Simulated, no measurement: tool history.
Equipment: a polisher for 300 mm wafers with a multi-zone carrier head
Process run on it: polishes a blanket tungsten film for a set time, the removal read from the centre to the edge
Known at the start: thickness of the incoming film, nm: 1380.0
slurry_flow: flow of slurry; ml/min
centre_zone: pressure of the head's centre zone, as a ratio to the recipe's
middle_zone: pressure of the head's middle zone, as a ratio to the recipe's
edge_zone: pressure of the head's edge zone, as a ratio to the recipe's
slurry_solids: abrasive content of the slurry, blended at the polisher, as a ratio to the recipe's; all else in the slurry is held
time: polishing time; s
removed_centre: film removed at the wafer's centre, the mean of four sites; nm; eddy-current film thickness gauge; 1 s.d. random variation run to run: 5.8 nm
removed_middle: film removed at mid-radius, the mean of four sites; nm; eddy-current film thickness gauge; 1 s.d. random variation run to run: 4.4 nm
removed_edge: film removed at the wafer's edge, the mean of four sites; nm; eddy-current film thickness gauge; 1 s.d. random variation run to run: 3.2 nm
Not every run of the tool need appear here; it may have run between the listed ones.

Run 1, day 0.000: slurry_flow 250 ml/min, centre_zone 1.00, middle_zone 1.00, edge_zone 1.00, slurry_solids 1.0, time 69 s. Result: removed_centre 487.84 nm, removed_middle 479.20 nm, removed_edge 485.31 nm.
Run 2, day 0.192: slurry_flow 265 ml/min, centre_zone 1.05, middle_zone 0.97, edge_zone 1.00, slurry_solids 1.0, time 69 s. Result: removed_centre 519.94 nm, removed_middle 476.42 nm, removed_edge 491.91 nm.
Run 3, day 0.354: slurry_flow 265 ml/min, centre_zone 1.09, middle_zone 0.97, edge_zone 1.00, slurry_solids 1.0, time 69 s. Result: removed_centre 528.84 nm, removed_middle 470.38 nm, removed_edge 490.32 nm.
Run 4, day 0.629: slurry_flow 275 ml/min, centre_zone 1.12, middle_zone 0.95, edge_zone 1.00, slurry_solids 1.0, time 69 s. Result: removed_centre 558.07 nm, removed_middle 475.85 nm, removed_edge 483.66 nm.
Run 5, day 0.871: slurry_flow 335 ml/min, centre_zone 1.12, middle_zone 0.95, edge_zone 1.00, slurry_solids 1.0, time 69 s. Result: removed_centre 559.86 nm, removed_middle 475.36 nm, removed_edge 496.02 nm.
Run 6, day 1.146: slurry_flow 335 ml/min, centre_zone 1.12, middle_zone 0.95, edge_zone 0.93, slurry_solids 1.0, time 69 s. Result: removed_centre 563.39 nm, removed_middle 474.30 nm, removed_edge 485.29 nm.
Run 7, day 1.192: slurry_flow 340 ml/min, centre_zone 1.13, middle_zone 0.92, edge_zone 0.94, slurry_solids 1.0, time 69 s. Result: removed_centre 582.35 nm, removed_middle 463.68 nm, removed_edge 479.53 nm.

The next listed run, before its measurement:
Run 8, day 1.358: slurry_flow 330 ml/min, centre_zone 1.12, middle_zone 0.89, edge_zone 1.04, slurry_solids 1.0, time 69 s. Result: removed_centre ?, removed_middle ?, removed_edge ?.

{"run 8": {"removed_centre": 563.83, "removed_middle": 455.39, "removed_edge": 498.39}}
